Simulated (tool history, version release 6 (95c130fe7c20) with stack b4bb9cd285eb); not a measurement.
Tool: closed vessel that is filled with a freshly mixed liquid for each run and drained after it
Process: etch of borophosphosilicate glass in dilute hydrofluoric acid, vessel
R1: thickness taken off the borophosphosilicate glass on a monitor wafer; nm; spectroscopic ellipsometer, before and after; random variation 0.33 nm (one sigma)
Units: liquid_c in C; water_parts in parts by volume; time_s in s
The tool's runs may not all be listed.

{"run": 1, "hour": 0.0, "liquid_c": 23, "water_parts": 245, "time_s": 100, "R1": 22.076}
{"run": 2, "hour": 3.4, "liquid_c": 25.5, "water_parts": 195, "time_s": 100, "R1": 31.799}
{"run": 3, "hour": 4.9, "liquid_c": 27.5, "water_parts": 165, "time_s": 100, "R1": 42.146}
{"run": 4, "hour": 9.1, "liquid_c": 28.5, "water_parts": 155, "time_s": 100, "R1": 46.673}
{"run": 5, "hour": 16.1, "liquid_c": 28.5, "water_parts": 155, "time_s": 110, "R1": 51.702}
{"run": 6, "hour": 22.2, "liquid_c": 28.5, "water_parts": 155, "time_s": 110, "R1": 51.758}
{"run": 7, "hour": 23.8, "liquid_c": 29.5, "water_parts": 150, "time_s": 110, "R1": 55.993}

The next listed run, before its measurement:
{"run": 8, "hour": 28.9, "liquid_c": 30, "water_parts": 150, "time_s": 110, "R1": "?"}

{"run 8": {"R1": 56.683}}
